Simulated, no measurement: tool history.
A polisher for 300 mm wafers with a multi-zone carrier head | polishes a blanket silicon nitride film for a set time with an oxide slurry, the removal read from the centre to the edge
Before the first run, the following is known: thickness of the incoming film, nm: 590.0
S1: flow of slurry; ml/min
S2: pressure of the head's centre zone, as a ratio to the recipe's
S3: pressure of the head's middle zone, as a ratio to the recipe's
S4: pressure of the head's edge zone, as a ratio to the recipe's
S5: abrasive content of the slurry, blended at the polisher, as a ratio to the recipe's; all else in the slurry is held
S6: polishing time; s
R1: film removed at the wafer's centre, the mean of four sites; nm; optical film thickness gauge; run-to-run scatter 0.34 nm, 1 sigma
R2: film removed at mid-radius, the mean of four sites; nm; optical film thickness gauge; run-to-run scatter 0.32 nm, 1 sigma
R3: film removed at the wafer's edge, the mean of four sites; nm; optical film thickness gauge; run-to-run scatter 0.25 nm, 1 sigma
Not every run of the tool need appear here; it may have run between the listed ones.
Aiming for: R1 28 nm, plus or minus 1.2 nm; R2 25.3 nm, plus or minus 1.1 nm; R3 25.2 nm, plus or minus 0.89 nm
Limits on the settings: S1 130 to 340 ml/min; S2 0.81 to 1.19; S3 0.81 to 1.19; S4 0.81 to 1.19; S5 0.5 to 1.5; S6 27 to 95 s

run 1 hour=0 | S1=220 S2=1 S3=1 S4=1 S5=1 S6=61 | R1=31.845 R2=33.057 R3=31.998
run 2 hour=5.1 | S1=220 S2=1.01 S3=0.98 S4=0.98 S5=0.95 S6=61 | R1=31.094 R2=30.948 R3=31.646
run 3 hour=9.5 | S1=220 S2=0.96 S3=0.98 S4=0.98 S5=0.95 S6=61 | R1=29.414 R2=31.58 R3=31.329
run 4 hour=10.1 | S1=220 S2=0.99 S3=0.99 S4=0.96 S5=0.9 S6=60 | R1=29.687 R2=30.046 R3=29.268
run 5 hour=11.8 | S1=215 S2=0.99 S3=0.98 S4=0.93 S5=0.85 S6=60 | R1=28.66 R2=29.476 R3=28.106
run 6 hour=20 | S1=210 S2=1 S3=0.96 S4=0.91 S5=0.8 S6=60 | R1=28.168 R2=27.942 R3=27.078
run 7 hour=28.4 | S1=205 S2=1.01 S3=0.95 S4=0.9 S5=0.8 S6=60 | R1=28.341 R2=27.82 R3=26.769
run 8 hour=34.2 | S1=200 S2=1.02 S3=0.94 S4=0.89 S5=0.8 S6=60 | R1=28.038 R2=27.487 R3=26.201
run 9 hour=39.2 | S1=200 S2=1.03 S3=0.93 S4=0.89 S5=0.8 S6=60 | R1=28.31 R2=26.884 R3=26.2
run 10 hour=40.4 | S1=195 S2=1.03 S3=0.92 S4=0.89 S5=0.8 S6=60 | R1=28.463 R2=26.082 R3=26.874
run 11 hour=43.8 | S1=190 S2=1.03 S3=0.92 S4=0.88 S5=0.8 S6=60 | R1=28.218 R2=25.678 R3=26.245

Below are 5 possible settings for the next run. Only one of them brings all results inside the allowed miss of their targets. Which is it?
run A hour=47.2 | S1=195 S2=0.97 S3=0.93 S4=0.95 S5=0.75 S6=61 | R1=? R2=? R3=?
run B hour=47.2 | S1=215 S2=1.04 S3=0.9 S4=0.81 S5=0.85 S6=61 | R1=? R2=? R3=?
run C hour=47.2 | S1=130 S2=1.03 S3=0.87 S4=0.94 S5=0.95 S6=59 | R1=? R2=? R3=?
run D hour=47.2 | S1=225 S2=1.05 S3=0.92 S4=0.9 S5=0.8 S6=56 | R1=? R2=? R3=?
run E hour=47.2 | S1=175 S2=0.99 S3=0.9 S4=0.91 S5=0.85 S6=63 | R1=? R2=? R3=?

move=A R1=26.329 R2=26.287 R3=26.758
move=B R1=30.615 R2=27.679 R3=26.844
move=C R1=27.527 R2=24.754 R3=27.191
move=D R1=27.737 R2=25.268 R3=25.179
move=E R1=28.941 R2=27.612 R3=28.469
A: lands further from the targets than the last run did
B: lands further from the targets than the last run did
C: lands further from the targets than the last run did
D: all results land within tolerance of their targets
E: lands further from the targets than the last run did
Go with D: it meets all targets.
